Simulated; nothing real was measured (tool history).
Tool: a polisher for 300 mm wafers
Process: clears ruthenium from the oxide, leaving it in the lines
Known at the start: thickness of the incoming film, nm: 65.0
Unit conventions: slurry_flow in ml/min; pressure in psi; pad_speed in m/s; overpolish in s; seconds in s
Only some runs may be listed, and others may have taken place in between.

run 1 hour=0 | slurry_flow=305 pressure=1.4 pad_speed=1.08 overpolish=49 | seconds=77.95
run 2 hour=4.7 | slurry_flow=305 pressure=1.2 pad_speed=1.04 overpolish=49 | seconds=93.129
run 3 hour=7.4 | slurry_flow=305 pressure=1 pad_speed=1.02 overpolish=49 | seconds=111.67
run 4 hour=8.4 | slurry_flow=305 pressure=1 pad_speed=1.02 overpolish=52 | seconds=111.09
run 5 hour=15 | slurry_flow=305 pressure=0.8 pad_speed=1.02 overpolish=52 | seconds=137.13
run 6 hour=17.2 | slurry_flow=305 pressure=1.1 pad_speed=1.02 overpolish=52 | seconds=104.43

Run 7 has not been measured yet. What should we expect?
run 7 hour=25 | slurry_flow=305 pressure=1 pad_speed=1 overpolish=52 | seconds=?

seconds: 113.44 s

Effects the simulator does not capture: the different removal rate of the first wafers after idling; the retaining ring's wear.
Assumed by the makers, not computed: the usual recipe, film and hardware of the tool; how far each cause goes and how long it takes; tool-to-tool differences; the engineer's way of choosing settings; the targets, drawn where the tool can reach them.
